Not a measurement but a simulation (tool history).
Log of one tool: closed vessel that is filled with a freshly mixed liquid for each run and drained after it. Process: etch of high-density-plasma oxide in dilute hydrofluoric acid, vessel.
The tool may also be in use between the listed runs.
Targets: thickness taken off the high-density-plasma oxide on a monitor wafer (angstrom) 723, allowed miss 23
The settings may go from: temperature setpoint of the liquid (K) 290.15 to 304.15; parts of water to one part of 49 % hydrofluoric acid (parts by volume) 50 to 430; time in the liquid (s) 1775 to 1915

run  hour  temperature setpoint of the liquid (K)  parts of water to one part of 49 % hydrofluoric acid (parts by volume)  time in the liquid (s)  thickness taken off the high-density-plasma oxide on a monitor wafer (angstrom)
  1     0                                  296.15                                                                     240                    1775                                                                           594.75
  2     4                                  297.15                                                                     240                    1775                                                                           628.15
  3  11.7                                  300.15                                                                     240                    1775                                                                           686.19
  4    19                                  298.65                                                                     240                    1775                                                                           655.09
  5  23.3                                  298.65                                                                     160                    1775                                                                           1082.5
  6  28.1                                  296.65                                                                     165                    1775                                                                           968.41
  7  29.4                                  295.15                                                                     170                    1775                                                                           879.32
  8  35.4                                  294.15                                                                     170                    1775                                                                           839.17
  9  38.3                                  293.15                                                                     170                    1775                                                                           816.83
 10  46.4                                  292.65                                                                     170                    1775                                                                            799.5
 11  55.9                                  292.15                                                                     170                    1775                                                                           772.41
 12  65.2                                  291.65                                                                     170                    1775                                                                           769.24
 13  68.2                                  291.15                                                                     170                    1775                                                                            753.4

Which of these 5 next moves meets every target?
  A  71.2                                  290.15                                                                     170                    1795                                                                                ?
  B  71.2                                  290.15                                                                     155                    1805                                                                                ?
  C  71.2                                  293.65                                                                     185                    1845                                                                                ?
  D  71.2                                  292.15                                                                     195                    1775                                                                                ?
  E  71.2                                  290.65                                                                     200                    1915                                                                                ?

move  thickness taken off the high-density-plasma oxide on a monitor wafer (angstrom)
   A                                                                           744.67
   B                                                                           833.13
   C                                                                           796.29
   D                                                                           678.81
   E                                                                           669.88
A: meets every target
B: further off than the last run
C: further off than the last run
D: takes the result that was furthest off past its target
E: takes the result that was furthest off past its target
Answer: A
